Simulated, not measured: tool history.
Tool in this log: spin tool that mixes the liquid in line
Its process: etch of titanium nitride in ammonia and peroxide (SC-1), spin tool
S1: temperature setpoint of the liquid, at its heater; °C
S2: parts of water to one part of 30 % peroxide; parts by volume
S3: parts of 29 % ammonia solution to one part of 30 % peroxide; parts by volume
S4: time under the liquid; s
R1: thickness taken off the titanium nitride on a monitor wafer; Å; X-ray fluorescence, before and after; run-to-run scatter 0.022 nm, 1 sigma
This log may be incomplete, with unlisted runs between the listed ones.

run 1 hour=0 | S1=61 S2=9.5 S3=0.6 S4=30 | R1=37.629
run 2 hour=9 | S1=59 S2=9.5 S3=0.6 S4=30 | R1=33.063
run 3 hour=14.4 | S1=63.5 S2=9.5 S3=0.6 S4=30 | R1=43.996
run 4 hour=20.4 | S1=68 S2=9.5 S3=0.6 S4=30 | R1=58.087
run 5 hour=29.3 | S1=68 S2=6.5 S3=0.6 S4=30 | R1=71.05
run 6 hour=30.9 | S1=63 S2=6.5 S3=0.6 S4=30 | R1=52.018
run 7 hour=37.7 | S1=59.5 S2=6.5 S3=0.6 S4=30 | R1=40.692
run 8 hour=39.1 | S1=57 S2=6.5 S3=0.6 S4=30 | R1=35.093
run 9 hour=39.6 | S1=55.5 S2=6.5 S3=0.6 S4=30 | R1=31.554
run 10 hour=43.9 | S1=54.5 S2=6.5 S3=0.6 S4=30 | R1=29.249
run 11 hour=45.3 | S1=53.5 S2=6.5 S3=0.6 S4=30 | R1=27.158

For run 12, what comes out?
-- hour=49.7 ammonia flow meter replaced
run 12 hour=49.7 | S1=53 S2=6.5 S3=0.6 S4=30 | R1=?

Run 12 produced R1 26.956 Å.

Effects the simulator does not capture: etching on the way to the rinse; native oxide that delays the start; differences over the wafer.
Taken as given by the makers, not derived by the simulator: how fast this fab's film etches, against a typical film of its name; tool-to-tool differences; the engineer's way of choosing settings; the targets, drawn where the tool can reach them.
